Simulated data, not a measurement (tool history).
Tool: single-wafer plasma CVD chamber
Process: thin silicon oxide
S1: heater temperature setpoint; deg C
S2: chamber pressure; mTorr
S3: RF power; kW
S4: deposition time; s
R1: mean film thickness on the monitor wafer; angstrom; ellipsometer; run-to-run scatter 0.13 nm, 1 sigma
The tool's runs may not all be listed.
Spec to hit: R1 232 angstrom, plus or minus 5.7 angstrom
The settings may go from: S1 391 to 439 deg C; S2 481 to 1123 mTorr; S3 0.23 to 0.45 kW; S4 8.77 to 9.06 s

run,hour,S1,S2,S3,S4,R1
1,0,415,802,0.34,8.77,177.01
2,5.5,411,802,0.34,8.77,176.02
3,7.5,411,802,0.385,8.77,193.04
4,16.1,411,821,0.385,8.77,194.49
5,17.7,411,885,0.385,8.77,203.56
6,21.1,411,904,0.385,8.77,205.52
7,28.9,411,923,0.385,8.77,209.66
8,32.4,411,938,0.385,8.77,211.37
9,41.4,411,952,0.385,8.77,212.73
10,49.7,411,966,0.385,8.77,214.15
11,51.1,411,979,0.385,8.77,218.91
12,52.9,411,988,0.385,8.77,218.48
# hour 55.8: RF generator calibrated
13,55.8,411,997,0.385,8.77,226.58
14,64.4,411,1000,0.385,8.77,225.06

Next run, 4 choices. One meets every target within its allowed miss, the rest don't. Which?
A,73,402,1014,0.335,9.06,?
B,73,415,1004,0.36,8.77,?
C,73,411,981,0.37,8.77,?
D,73,416,1017,0.375,8.96,?

move,R1
A,220.67
B,219.45
C,219.72
D,230.81
A: its largest miss is bigger than the last run's
B: its largest miss is bigger than the last run's
C: its largest miss is bigger than the last run's
D: hits every target within its allowed miss
The move that meets every target is D.
